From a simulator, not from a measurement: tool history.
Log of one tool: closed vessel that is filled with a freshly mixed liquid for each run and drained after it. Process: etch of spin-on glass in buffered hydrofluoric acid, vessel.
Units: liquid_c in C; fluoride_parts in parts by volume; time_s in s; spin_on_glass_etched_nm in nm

run,hour,liquid_c,fluoride_parts,time_s,spin_on_glass_etched_nm
1,0,21,23.5,90,68.291
2,8,21,23.5,90,68.812
3,13.8,21,19,90,80.398
4,14.8,23.5,16.5,90,106.32
5,19.5,25.5,16.5,90,119.15
6,21.6,26.5,15.5,90,133.02

The next listed run, before its measurement:
7,23.7,29,14,90,?

Run 7 gave spin_on_glass_etched_nm 168.39 nm.
